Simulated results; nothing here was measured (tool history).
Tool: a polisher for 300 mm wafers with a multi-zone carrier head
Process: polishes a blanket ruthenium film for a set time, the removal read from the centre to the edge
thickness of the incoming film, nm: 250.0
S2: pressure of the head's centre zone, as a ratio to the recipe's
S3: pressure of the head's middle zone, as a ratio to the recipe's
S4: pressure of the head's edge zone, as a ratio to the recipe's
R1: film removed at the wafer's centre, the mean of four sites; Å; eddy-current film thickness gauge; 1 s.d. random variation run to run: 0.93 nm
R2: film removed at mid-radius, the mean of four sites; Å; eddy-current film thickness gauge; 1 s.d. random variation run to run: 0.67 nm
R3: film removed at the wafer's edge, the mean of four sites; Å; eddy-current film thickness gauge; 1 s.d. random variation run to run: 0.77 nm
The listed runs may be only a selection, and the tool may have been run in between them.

{"run": 1, "day": 0.0, "flow of slurry (ml/min)": 135, "S2": 1, "S3": 1, "S4": 1, "polishing time (s)": 61, "R1": 629.13, "R2": 656.44, "R3": 648}
{"run": 2, "day": 0.35, "flow of slurry (ml/min)": 145, "S2": 1.01, "S3": 0.98, "S4": 1.05, "polishing time (s)": 63, "R1": 676.63, "R2": 679.76, "R3": 699.11}
{"run": 3, "day": 0.529, "flow of slurry (ml/min)": 165, "S2": 1.01, "S3": 0.98, "S4": 1.05, "polishing time (s)": 63, "R1": 685.67, "R2": 678.11, "R3": 708.26}
{"run": 4, "day": 0.717, "flow of slurry (ml/min)": 170, "S2": 1.02, "S3": 0.98, "S4": 1.09, "polishing time (s)": 64, "R1": 724.84, "R2": 703.46, "R3": 724.61}
{"run": 5, "day": 0.788, "flow of slurry (ml/min)": 145, "S2": 1.02, "S3": 0.98, "S4": 1.09, "polishing time (s)": 64, "R1": 702.01, "R2": 686.11, "R3": 707.22}
{"run": 6, "day": 1.054, "flow of slurry (ml/min)": 155, "S2": 1.01, "S3": 0.96, "S4": 1.11, "polishing time (s)": 66, "R1": 716.84, "R2": 704.14, "R3": 752.58}

Run 7 is up next; what results do you expect?
{"run": 7, "day": 1.392, "flow of slurry (ml/min)": 160, "S2": 1.01, "S3": 0.95, "S4": 1.13, "polishing time (s)": 67, "R1": "?", "R2": "?", "R3": "?"}

Run 7 produced R1 738.58 Å, R2 712.37 Å, R3 788.29 Å.
